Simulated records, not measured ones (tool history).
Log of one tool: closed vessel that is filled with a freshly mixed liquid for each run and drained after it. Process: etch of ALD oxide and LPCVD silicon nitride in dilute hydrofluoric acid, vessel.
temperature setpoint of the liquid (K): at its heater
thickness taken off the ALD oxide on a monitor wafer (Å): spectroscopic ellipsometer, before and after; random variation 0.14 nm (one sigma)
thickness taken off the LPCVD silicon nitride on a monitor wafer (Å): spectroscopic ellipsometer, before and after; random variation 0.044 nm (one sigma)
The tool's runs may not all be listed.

run,hour,temperature setpoint of the liquid (K),parts of water to one part of 49 % hydrofluoric acid (parts by volume),time in the liquid (s),thickness taken off the ALD oxide on a monitor wafer (Å),thickness taken off the LPCVD silicon nitride on a monitor wafer (Å)
1,0,293.15,100,60,162.93,3.1128
2,8.5,294.15,100,60,171.19,2.7574
3,14,292.15,100,60,156.46,2.6607
4,15.7,293.65,100,60,167.1,2.5619
5,22.9,294.65,100,60,175.16,2.6369
6,31.8,295.15,100,60,176.83,3.2876
7,40.7,298.15,80,60,254.59,3.9709

Forecast run 8:
8,47.7,297.65,80,60,?,?

Run 8 gave thickness taken off the ALD oxide on a monitor wafer (Å) 250.5, thickness taken off the LPCVD silicon nitride on a monitor wafer (Å) 3.6069.

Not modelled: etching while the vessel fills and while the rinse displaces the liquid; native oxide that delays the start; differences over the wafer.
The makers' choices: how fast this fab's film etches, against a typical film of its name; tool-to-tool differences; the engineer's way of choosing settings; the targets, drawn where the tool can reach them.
